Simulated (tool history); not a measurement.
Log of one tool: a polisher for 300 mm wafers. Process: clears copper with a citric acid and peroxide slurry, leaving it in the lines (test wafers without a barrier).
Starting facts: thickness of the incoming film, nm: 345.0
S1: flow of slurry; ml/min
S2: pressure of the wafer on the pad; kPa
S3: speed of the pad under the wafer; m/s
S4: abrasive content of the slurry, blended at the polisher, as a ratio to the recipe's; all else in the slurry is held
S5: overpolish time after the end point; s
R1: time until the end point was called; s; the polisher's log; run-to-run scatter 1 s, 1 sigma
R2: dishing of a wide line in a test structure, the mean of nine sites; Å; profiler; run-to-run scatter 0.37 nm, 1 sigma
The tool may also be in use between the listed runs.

| run | day | S1 | S2 | S3 | S4 | S5 | R1 | R2 |
|---|---|---|---|---|---|---|---|---|
| 1 | 0.000 | 185 | 22.1 | 1.12 | 1.0 | 20 | 135.30 | 193.48 |
| 2 | 0.088 | 185 | 22.1 | 1.26 | 1.0 | 20 | 120.88 | 194.45 |
| 3 | 0.417 | 230 | 22.1 | 1.26 | 1.0 | 20 | 117.75 | 196.86 |
| 4 | 0.621 | 230 | 22.8 | 1.26 | 1.0 | 19 | 115.01 | 200.63 |
| 5 | 0.892 | 230 | 17.2 | 1.26 | 1.0 | 19 | 147.89 | 180.88 |
| 6 | 1.096 | 250 | 17.2 | 1.26 | 1.0 | 19 | 144.24 | 176.59 |

Forecast run 7:
| 7 | 1.246 | 250 | 18.6 | 1.26 | 1.0 | 19 | ? | ? |

{"run 7": {"R1": 137.25, "R2": 191.29}}
